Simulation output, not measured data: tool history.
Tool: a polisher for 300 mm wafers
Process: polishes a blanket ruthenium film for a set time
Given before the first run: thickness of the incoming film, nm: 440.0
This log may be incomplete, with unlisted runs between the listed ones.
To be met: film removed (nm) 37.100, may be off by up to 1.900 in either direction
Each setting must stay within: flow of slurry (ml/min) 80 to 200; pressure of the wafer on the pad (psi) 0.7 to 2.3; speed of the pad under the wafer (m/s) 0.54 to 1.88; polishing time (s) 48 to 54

| run | day | flow of slurry (ml/min) | pressure of the wafer on the pad (psi) | speed of the pad under the wafer (m/s) | polishing time (s) | film removed (nm) |
|---|---|---|---|---|---|---|
| 1 | 0.000 | 130 | 1.5 | 1.20 | 54 | 61.047 |
| 2 | 0.067 | 130 | 1.5 | 1.20 | 48 | 54.017 |
| 3 | 0.154 | 130 | 1.5 | 1.36 | 48 | 59.181 |
| 4 | 0.188 | 100 | 1.5 | 1.36 | 48 | 54.838 |
| 5 | 0.371 | 100 | 1.5 | 1.26 | 48 | 52.991 |
| 6 | 0.483 | 100 | 1.4 | 1.24 | 48 | 48.744 |
| 7 | 0.812 | 100 | 1.3 | 1.24 | 48 | 46.501 |
| 8 | 1.017 | 100 | 1.2 | 1.24 | 48 | 42.033 |

Which of these 4 next moves meets every target?
| A | 1.221 | 110 | 1.2 | 1.26 | 54 | ? |
| B | 1.221 | 85 | 1.5 | 1.04 | 54 | ? |
| C | 1.221 | 95 | 1.1 | 1.38 | 48 | ? |
| D | 1.221 | 80 | 1.0 | 1.48 | 48 | ? |

| move | film removed (nm) |
|---|---|
| A | 49.067 |
| B | 49.260 |
| C | 41.110 |
| D | 37.387 |
A: its largest miss is bigger than the last run's
B: its largest miss is bigger than the last run's
C: an improvement on the last run, though not all results are within tolerance
D: every result lands within tolerance
Move D is the one to make.
